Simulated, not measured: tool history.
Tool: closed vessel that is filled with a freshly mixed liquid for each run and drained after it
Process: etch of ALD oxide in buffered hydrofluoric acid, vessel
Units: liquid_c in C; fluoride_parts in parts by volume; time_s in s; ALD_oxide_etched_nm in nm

| run | hour | liquid_c | fluoride_parts | time_s | ALD_oxide_etched_nm |
|---|---|---|---|---|---|
| 1 | 0.0 | 23.0 | 21.5 | 30 | 27.489 |
| 2 | 6.8 | 26.0 | 17.0 | 30 | 40.647 |
| 3 | 9.6 | 26.0 | 13.0 | 30 | 53.237 |
| 4 | 11.9 | 26.0 | 13.0 | 30 | 52.781 |
| 5 | 14.0 | 26.0 | 13.0 | 30 | 52.998 |
| 6 | 19.1 | 23.5 | 13.0 | 30 | 46.193 |
| 7 | 24.4 | 26.0 | 12.0 | 30 | 57.054 |
| 8 | 31.0 | 27.5 | 11.5 | 30 | 64.800 |
| 9 | 37.9 | 28.5 | 11.5 | 30 | 68.691 |
|  | 39.8 | hydrofluoric acid flow meter replaced |
| 10 | 39.8 | 31.0 | 11.5 | 30 | 72.994 |
| 11 | 42.8 | 31.0 | 9.0 | 30 | 88.805 |
| 12 | 47.4 | 30.5 | 9.0 | 30 | 86.413 |
| 13 | 49.5 | 30.0 | 9.0 | 30 | 84.571 |

The next listed run, before its measurement:
| 14 | 57.2 | 30.0 | 9.0 | 30 | ? |

Run 14 gave ALD_oxide_etched_nm 84.480 nm.
